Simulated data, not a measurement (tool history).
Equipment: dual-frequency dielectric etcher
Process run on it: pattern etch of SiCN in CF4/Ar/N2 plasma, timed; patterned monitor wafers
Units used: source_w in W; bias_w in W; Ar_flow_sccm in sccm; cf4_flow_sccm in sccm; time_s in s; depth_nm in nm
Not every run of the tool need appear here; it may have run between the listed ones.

run  hour  source_w  bias_w  Ar_flow_sccm  cf4_flow_sccm  time_s  depth_nm
  1     0       430      81            76             59   123.5    96.581
  2   3.2       430      76            76             59   123.5    92.994
  3  12.2       370      76            76             59   123.5    81.613
  4  18.3       300      76            76             59   123.5    68.125
  5    24       300      76            68             59   123.5    69.682
  6    31       360      77            68             59   123.5    81.195
  7  39.4       360      77            68             59   123.5    82.145
  8  42.2       400      77            68             59   123.5    89.527

For run 9, what comes out?
  9    49       490      79            68             59   123.5         ?

Run 9 came out at depth_nm 108.57 nm.
